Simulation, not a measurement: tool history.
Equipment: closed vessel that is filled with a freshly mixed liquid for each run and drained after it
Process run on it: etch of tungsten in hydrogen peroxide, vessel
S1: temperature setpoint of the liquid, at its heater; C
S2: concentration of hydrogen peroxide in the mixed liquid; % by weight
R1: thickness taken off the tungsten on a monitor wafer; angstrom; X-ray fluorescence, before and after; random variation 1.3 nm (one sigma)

Run 1, hour 0: S1 49 C, S2 25 % by weight, time in the liquid (s) 30. Result: R1 947.74 angstrom.
Run 2, hour 6: S1 51 C, S2 25 % by weight, time in the liquid (s) 30. Result: R1 1080.5 angstrom.
Run 3, hour 11.9: S1 52.5 C, S2 25 % by weight, time in the liquid (s) 30. Result: R1 1183.5 angstrom.
Run 4, hour 16.3: S1 52.5 C, S2 21 % by weight, time in the liquid (s) 30. Result: R1 1089.3 angstrom.
Run 5, hour 20.1: S1 54 C, S2 21 % by weight, time in the liquid (s) 30. Result: R1 1188.1 angstrom.
Run 6, hour 26.7: S1 54 C, S2 21 % by weight, time in the liquid (s) 30. Result: R1 1170.3 angstrom.
Run 7, hour 35.1: S1 54 C, S2 21 % by weight, time in the liquid (s) 30. Result: R1 1184.7 angstrom.
Run 8, hour 39: S1 55.5 C, S2 21 % by weight, time in the liquid (s) 30. Result: R1 1285.4 angstrom.
Run 9, hour 48.2: S1 63.5 C, S2 21 % by weight, time in the liquid (s) 30. Result: R1 2040.8 angstrom.

Expected results for the next run?
Run 10, hour 53: S1 63 C, S2 21 % by weight, time in the liquid (s) 30. Result: R1 ?.

{"run 10": {"R1": 1977.7}}

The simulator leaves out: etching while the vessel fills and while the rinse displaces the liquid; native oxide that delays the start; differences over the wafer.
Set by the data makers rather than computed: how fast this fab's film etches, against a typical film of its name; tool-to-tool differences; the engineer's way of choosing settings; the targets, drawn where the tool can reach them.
